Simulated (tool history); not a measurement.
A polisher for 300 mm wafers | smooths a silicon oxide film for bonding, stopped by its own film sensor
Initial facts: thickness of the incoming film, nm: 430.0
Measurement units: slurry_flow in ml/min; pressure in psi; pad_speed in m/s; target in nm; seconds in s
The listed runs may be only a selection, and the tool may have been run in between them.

run 1 hour=0.0 | slurry_flow=200 pressure=2.3 pad_speed=1.08 slurry_solids=1.0 target=353 | seconds=86.263
run 2 hour=6.9 | slurry_flow=220 pressure=2.3 pad_speed=1.08 slurry_solids=1.0 target=353 | seconds=83.731
run 3 hour=15.1 | slurry_flow=220 pressure=2.3 pad_speed=0.94 slurry_solids=1.0 target=353 | seconds=94.085
run 4 hour=23.4 | slurry_flow=215 pressure=2.0 pad_speed=0.90 slurry_solids=1.0 target=353 | seconds=113.830
run 5 hour=29.8 | slurry_flow=210 pressure=1.8 pad_speed=0.88 slurry_solids=1.0 target=353 | seconds=124.280
run 6 hour=31.0 | slurry_flow=210 pressure=1.8 pad_speed=1.14 slurry_solids=1.0 target=353 | seconds=102.380
run 7 hour=37.0 | slurry_flow=210 pressure=1.6 pad_speed=1.06 slurry_solids=1.0 target=353 | seconds=124.670
run 8 hour=39.1 | slurry_flow=210 pressure=1.5 pad_speed=1.02 slurry_solids=1.0 target=353 | seconds=132.710
run 9 hour=40.3 | slurry_flow=210 pressure=1.4 pad_speed=0.98 slurry_solids=1.0 target=353 | seconds=145.830
run 10 hour=46.6 | slurry_flow=210 pressure=1.3 pad_speed=0.94 slurry_solids=1.0 target=353 | seconds=161.820

Run 11, settings as shown, results not yet in. Your forecast:
run 11 hour=50.8 | slurry_flow=210 pressure=1.2 pad_speed=0.92 slurry_solids=1.0 target=353 | seconds=?

seconds: 183.360 s
